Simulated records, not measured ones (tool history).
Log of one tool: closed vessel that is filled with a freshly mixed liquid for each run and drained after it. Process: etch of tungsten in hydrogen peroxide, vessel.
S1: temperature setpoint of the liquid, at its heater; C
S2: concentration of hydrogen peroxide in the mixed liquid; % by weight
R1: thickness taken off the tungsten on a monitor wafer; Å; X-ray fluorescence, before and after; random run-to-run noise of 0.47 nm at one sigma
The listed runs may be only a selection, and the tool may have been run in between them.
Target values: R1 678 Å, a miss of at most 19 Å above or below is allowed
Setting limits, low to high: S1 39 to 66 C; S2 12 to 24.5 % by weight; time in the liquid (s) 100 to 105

Run 1, hour 0: S1 55 C, S2 16.5 % by weight, time in the liquid (s) 100. Result: R1 899.17 Å.
Run 2, hour 6: S1 54.5 C, S2 16.5 % by weight, time in the liquid (s) 100. Result: R1 872.9 Å.
Run 3, hour 7.2: S1 54.5 C, S2 14.5 % by weight, time in the liquid (s) 100. Result: R1 825.01 Å.
Run 4, hour 14: S1 54.5 C, S2 14.5 % by weight, time in the liquid (s) 105. Result: R1 863.16 Å.
Run 5, hour 19.4: S1 54.5 C, S2 12 % by weight, time in the liquid (s) 105. Result: R1 783.89 Å.
Run 6, hour 21.4: S1 54 C, S2 12 % by weight, time in the liquid (s) 105. Result: R1 765.09 Å.
Run 7, hour 29.7: S1 53.5 C, S2 12 % by weight, time in the liquid (s) 105. Result: R1 742.93 Å.
Run 8, hour 33.9: S1 52.5 C, S2 12 % by weight, time in the liquid (s) 105. Result: R1 695.14 Å.

4 next moves are on the table. One of them brings every result within its allowed miss. Which?
Run A, hour 38.1: S1 49.5 C, S2 16 % by weight, time in the liquid (s) 105. Result: R1 ?.
Run B, hour 38.1: S1 54 C, S2 12 % by weight, time in the liquid (s) 100. Result: R1 ?.
Run C, hour 38.1: S1 53.5 C, S2 12 % by weight, time in the liquid (s) 100. Result: R1 ?.
Run D, hour 38.1: S1 52 C, S2 15.5 % by weight, time in the liquid (s) 100. Result: R1 ?.

move      R1
   A  668.85
   B  724.17
   C  702.86
   D  729.96
A: all results in spec
B: its largest miss is bigger than the last run's
C: its largest miss is bigger than the last run's
D: its largest miss is bigger than the last run's
The move that meets every target is A.
